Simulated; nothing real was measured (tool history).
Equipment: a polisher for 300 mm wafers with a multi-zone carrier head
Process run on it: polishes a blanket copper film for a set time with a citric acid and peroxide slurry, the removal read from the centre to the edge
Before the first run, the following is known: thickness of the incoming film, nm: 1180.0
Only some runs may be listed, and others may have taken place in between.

run,hour,flow of slurry (ml/min),pressure of the head's centre zone,pressure of the head's middle zone,pressure of the head's edge zone,abrasive content of the slurry,polishing time (s),film removed at the wafer's centre (Å),film removed at mid-radius (Å),film removed at the wafer's edge (Å)
1,0.0,275,1.00,1.00,1.00,1.00,77,1997.9,2002.6,1965.2
2,2.4,275,0.99,0.98,1.03,1.10,78,2047.7,2011.1,2074.7
3,11.1,275,0.99,0.98,1.06,1.20,79,2144.2,2134.3,2166.9
4,20.1,275,0.98,0.96,1.08,1.25,80,2143.7,2176.8,2227.3
5,22.4,275,0.98,0.93,1.10,1.25,81,2165.3,2091.1,2293.3
6,27.0,245,0.98,0.93,1.10,1.25,81,2173.4,2071.3,2251.3
7,35.9,260,0.98,0.92,1.12,1.30,81,2170.4,2047.7,2304.8
8,37.5,270,0.98,0.92,1.13,1.35,81,2220.8,2082.7,2373.3
9,40.4,280,0.98,0.92,1.14,1.35,81,2246.5,2141.2,2359.4

What does the tool deliver on the next run?
10,42.3,280,0.97,0.91,1.15,1.40,82,?,?,?

{"run 10": {"film removed at the wafer's centre (Å)": 2263.3, "film removed at mid-radius (Å)": 2170.9, "film removed at the wafer's edge (Å)": 2472.2}}
